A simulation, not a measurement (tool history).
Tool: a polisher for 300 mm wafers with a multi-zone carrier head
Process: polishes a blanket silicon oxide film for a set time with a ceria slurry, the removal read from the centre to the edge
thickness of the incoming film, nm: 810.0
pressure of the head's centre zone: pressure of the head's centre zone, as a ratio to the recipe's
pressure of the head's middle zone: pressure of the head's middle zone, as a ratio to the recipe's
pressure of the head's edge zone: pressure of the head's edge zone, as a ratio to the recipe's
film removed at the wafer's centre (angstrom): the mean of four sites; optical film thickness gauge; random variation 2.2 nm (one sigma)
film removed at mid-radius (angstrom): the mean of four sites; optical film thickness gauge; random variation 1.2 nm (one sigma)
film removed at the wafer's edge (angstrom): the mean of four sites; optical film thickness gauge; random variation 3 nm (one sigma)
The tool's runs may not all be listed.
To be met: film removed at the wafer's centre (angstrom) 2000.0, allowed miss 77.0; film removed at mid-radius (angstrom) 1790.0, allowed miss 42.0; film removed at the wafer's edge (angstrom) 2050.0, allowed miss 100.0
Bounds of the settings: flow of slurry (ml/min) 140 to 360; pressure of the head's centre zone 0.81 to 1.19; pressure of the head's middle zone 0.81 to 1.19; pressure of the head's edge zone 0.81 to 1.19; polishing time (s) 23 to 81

| run | hour | flow of slurry (ml/min) | pressure of the head's centre zone | pressure of the head's middle zone | pressure of the head's edge zone | polishing time (s) | film removed at the wafer's centre (angstrom) | film removed at mid-radius (angstrom) | film removed at the wafer's edge (angstrom) |
|---|---|---|---|---|---|---|---|---|---|
| 1 | 0.0 | 230 | 1.00 | 1.00 | 1.00 | 52 | 2864.4 | 2913.3 | 3015.0 |
| 2 | 4.3 | 230 | 1.00 | 1.07 | 1.00 | 52 | 2893.7 | 3045.9 | 3029.4 |
| 3 | 12.8 | 230 | 1.00 | 1.03 | 1.00 | 52 | 2867.5 | 2933.1 | 2988.1 |
| 4 | 18.0 | 225 | 1.00 | 1.01 | 1.00 | 50 | 2750.6 | 2782.4 | 2866.1 |
| 5 | 20.8 | 220 | 1.00 | 0.99 | 1.00 | 49 | 2682.6 | 2679.5 | 2852.0 |
| 6 | 28.5 | 220 | 1.00 | 0.98 | 0.99 | 48 | 2680.7 | 2597.8 | 2798.4 |
| 7 | 29.3 | 220 | 0.99 | 0.97 | 0.98 | 46 | 2478.3 | 2481.1 | 2618.3 |
| 8 | 34.3 | 215 | 0.99 | 0.95 | 0.97 | 45 | 2458.7 | 2375.7 | 2554.1 |
| 9 | 38.5 | 210 | 0.99 | 0.94 | 0.96 | 44 | 2401.1 | 2293.2 | 2496.0 |
| 10 | 46.6 | 190 | 0.96 | 0.84 | 0.86 | 35 | 1838.0 | 1620.7 | 1879.3 |
| 11 | 48.0 | 200 | 0.96 | 0.84 | 0.87 | 35 | 1841.8 | 1665.5 | 1891.3 |
| 12 | 56.9 | 205 | 0.96 | 0.84 | 0.88 | 35 | 1845.7 | 1645.6 | 1929.5 |
| 13 | 59.2 | 265 | 1.00 | 0.91 | 0.91 | 36 | 2042.4 | 1874.9 | 2043.1 |

Which of these 5 next moves meets every target?
| A | 61.5 | 330 | 0.97 | 0.87 | 0.81 | 38 | ? | ? | ? |
| B | 61.5 | 270 | 1.01 | 0.94 | 0.87 | 36 | ? | ? | ? |
| C | 61.5 | 275 | 0.98 | 0.85 | 0.92 | 36 | ? | ? | ? |
| D | 61.5 | 335 | 0.91 | 0.97 | 0.89 | 36 | ? | ? | ? |
| E | 61.5 | 245 | 1.06 | 0.97 | 0.87 | 36 | ? | ? | ? |

| move | film removed at the wafer's centre (angstrom) | film removed at mid-radius (angstrom) | film removed at the wafer's edge (angstrom) |
|---|---|---|---|
| A | 2085.9 | 1969.6 | 2066.3 |
| B | 2017.3 | 1952.5 | 1990.2 |
| C | 1959.7 | 1799.7 | 2047.1 |
| D | 1856.8 | 2045.9 | 2040.9 |
| E | 2094.5 | 1983.6 | 1974.2 |
A: further off than the last run
B: further off than the last run
C: meets every target
D: further off than the last run
E: further off than the last run
Move C is the one to make.
